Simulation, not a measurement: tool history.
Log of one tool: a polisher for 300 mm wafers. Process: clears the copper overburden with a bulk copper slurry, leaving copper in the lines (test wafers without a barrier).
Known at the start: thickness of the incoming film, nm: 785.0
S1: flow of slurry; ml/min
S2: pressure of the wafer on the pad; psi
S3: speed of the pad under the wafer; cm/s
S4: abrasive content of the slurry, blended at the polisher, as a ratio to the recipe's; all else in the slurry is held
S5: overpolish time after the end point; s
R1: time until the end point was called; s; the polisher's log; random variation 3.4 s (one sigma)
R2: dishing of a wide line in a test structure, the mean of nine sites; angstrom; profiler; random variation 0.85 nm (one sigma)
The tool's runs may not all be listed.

| run | hour | S1 | S2 | S3 | S4 | S5 | R1 | R2 |
|---|---|---|---|---|---|---|---|---|
| 1 | 0.0 | 200 | 1.9 | 106 | 1.0 | 23 | 118.47 | 918.32 |
| 2 | 7.0 | 170 | 1.9 | 106 | 1.0 | 23 | 119.09 | 943.63 |
| 3 | 11.5 | 175 | 1.7 | 104 | 1.0 | 20 | 132.74 | 759.74 |
| 4 | 12.8 | 160 | 1.7 | 104 | 1.0 | 20 | 136.17 | 761.74 |
|  | 15.5 | head pressure recalibrated |
| 5 | 15.5 | 160 | 1.7 | 124 | 1.0 | 20 | 120.76 | 819.67 |
| 6 | 16.2 | 160 | 1.7 | 124 | 1.0 | 14 | 121.50 | 667.80 |

The next listed run, before its measurement:
| 7 | 22.5 | 160 | 1.1 | 110 | 1.0 | 9 | ? | ? |

{"run 7": {"R1": 184.96, "R2": 294.32}}
